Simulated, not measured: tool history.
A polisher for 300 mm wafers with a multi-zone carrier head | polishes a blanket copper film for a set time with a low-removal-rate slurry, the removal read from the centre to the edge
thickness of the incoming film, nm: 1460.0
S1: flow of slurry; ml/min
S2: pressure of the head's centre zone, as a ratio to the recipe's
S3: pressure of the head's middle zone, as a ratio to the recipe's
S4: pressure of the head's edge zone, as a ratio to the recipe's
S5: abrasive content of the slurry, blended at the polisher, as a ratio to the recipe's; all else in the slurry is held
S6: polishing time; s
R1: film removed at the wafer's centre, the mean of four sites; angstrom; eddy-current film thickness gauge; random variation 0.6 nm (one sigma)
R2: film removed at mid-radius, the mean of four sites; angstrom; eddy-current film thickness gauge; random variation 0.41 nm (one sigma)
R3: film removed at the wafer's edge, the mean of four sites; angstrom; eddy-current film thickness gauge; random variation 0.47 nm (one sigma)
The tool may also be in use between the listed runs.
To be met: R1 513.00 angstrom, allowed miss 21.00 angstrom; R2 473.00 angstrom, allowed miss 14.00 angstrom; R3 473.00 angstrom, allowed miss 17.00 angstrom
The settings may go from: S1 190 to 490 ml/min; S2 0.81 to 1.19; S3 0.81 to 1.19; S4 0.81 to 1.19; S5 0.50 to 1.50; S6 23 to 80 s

| run | day | S1 | S2 | S3 | S4 | S5 | S6 | R1 | R2 | R3 |
|---|---|---|---|---|---|---|---|---|---|---|
| 1 | 0.000 | 315 | 1.00 | 1.00 | 1.00 | 1.00 | 51 | 830.49 | 841.24 | 809.37 |
| 2 | 0.246 | 315 | 1.04 | 1.00 | 1.00 | 1.00 | 51 | 856.58 | 844.83 | 823.84 |
| 3 | 0.433 | 315 | 1.04 | 1.00 | 0.95 | 1.00 | 51 | 851.25 | 835.43 | 804.62 |
| 4 | 0.500 | 315 | 1.04 | 1.05 | 0.95 | 1.00 | 51 | 871.11 | 873.85 | 790.34 |
| 5 | 0.788 | 315 | 0.97 | 1.05 | 0.95 | 1.00 | 51 | 827.00 | 859.44 | 801.88 |
| 6 | 1.021 | 355 | 0.97 | 1.05 | 0.95 | 1.00 | 51 | 802.12 | 873.37 | 793.75 |
| 7 | 1.375 | 340 | 0.99 | 1.02 | 0.93 | 0.85 | 45 | 696.18 | 728.36 | 681.54 |
| 8 | 1.742 | 325 | 1.02 | 1.00 | 0.91 | 0.75 | 41 | 643.56 | 637.82 | 591.97 |
| 9 | 2.033 | 320 | 1.01 | 0.97 | 0.89 | 0.70 | 39 | 592.23 | 584.26 | 549.91 |

4 next moves are on the table. One of them brings every result within its allowed miss. Which?
| A | 2.325 | 225 | 1.06 | 1.07 | 0.81 | 0.55 | 33 | ? | ? | ? |
| B | 2.325 | 370 | 0.97 | 0.81 | 1.13 | 0.85 | 41 | ? | ? | ? |
| C | 2.325 | 370 | 0.82 | 1.04 | 1.00 | 0.65 | 44 | ? | ? | ? |
| D | 2.325 | 190 | 1.07 | 0.97 | 0.98 | 0.65 | 33 | ? | ? | ? |

| move | R1 | R2 | R3 |
|---|---|---|---|
| A | 497.71 | 502.91 | 422.30 |
| B | 634.61 | 558.15 | 684.25 |
| C | 548.41 | 699.17 | 656.16 |
| D | 508.85 | 470.64 | 469.88 |
A: nearer than the last run, and not there yet
B: further off than the last run
C: further off than the last run
D: meets every target
Move D is the one to make.
